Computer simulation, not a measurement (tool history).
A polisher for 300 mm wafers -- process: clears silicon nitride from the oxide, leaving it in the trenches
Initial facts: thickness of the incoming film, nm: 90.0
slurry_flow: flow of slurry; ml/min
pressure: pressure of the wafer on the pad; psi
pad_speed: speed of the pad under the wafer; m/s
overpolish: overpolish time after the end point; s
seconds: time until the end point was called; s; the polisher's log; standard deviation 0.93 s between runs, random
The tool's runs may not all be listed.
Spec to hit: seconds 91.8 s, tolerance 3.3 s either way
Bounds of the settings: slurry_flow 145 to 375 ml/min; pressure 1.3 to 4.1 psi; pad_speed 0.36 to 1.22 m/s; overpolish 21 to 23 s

| run | hour | slurry_flow | pressure | pad_speed | overpolish | seconds |
|---|---|---|---|---|---|---|
| 1 | 0 | 240 | 2.7 | 0.78 | 21 | 112.41 |
| 2 | 6.1 | 240 | 2.7 | 0.78 | 21 | 111.65 |
| 3 | 7.8 | 240 | 2.8 | 0.78 | 21 | 109.74 |
| 4 | 14.4 | 240 | 2.8 | 0.62 | 21 | 138.2 |
| 5 | 22.1 | 240 | 3.3 | 0.62 | 21 | 115.23 |
| 6 | 26.4 | 240 | 3.3 | 0.48 | 21 | 146.85 |
| 7 | 30 | 240 | 3.4 | 0.5 | 21 | 137.56 |
| 8 | 33.2 | 240 | 3.5 | 0.52 | 21 | 130.84 |
| 9 | 35.4 | 240 | 3.6 | 0.54 | 21 | 123.13 |
| 10 | 42.3 | 240 | 3.7 | 0.56 | 21 | 114.79 |
| 11 | 51.2 | 240 | 3.8 | 0.58 | 21 | 107.84 |
| 12 | 54.5 | 240 | 3.9 | 0.58 | 21 | 103.62 |
| 13 | 58.5 | 245 | 4 | 0.6 | 21 | 98.779 |

Which one of the following 5 next-run settings gets every result inside its allowed miss? There is exactly one.
| A | 62.5 | 200 | 4.1 | 0.72 | 21 | ? |
| B | 62.5 | 260 | 4.1 | 0.62 | 22 | ? |
| C | 62.5 | 285 | 4 | 0.7 | 21 | ? |
| D | 62.5 | 240 | 3.9 | 0.6 | 22 | ? |
| E | 62.5 | 215 | 3 | 0.96 | 23 | ? |

| move | seconds |
|---|---|
| A | 83.208 |
| B | 93.585 |
| C | 84.586 |
| D | 102.21 |
| E | 84.689 |
A: pushes the last run's worst result past its target
B: in spec on every target
C: pushes the last run's worst result past its target
D: misses by more than the last run did
E: pushes the last run's worst result past its target
B is the move that brings every result within its allowed miss.
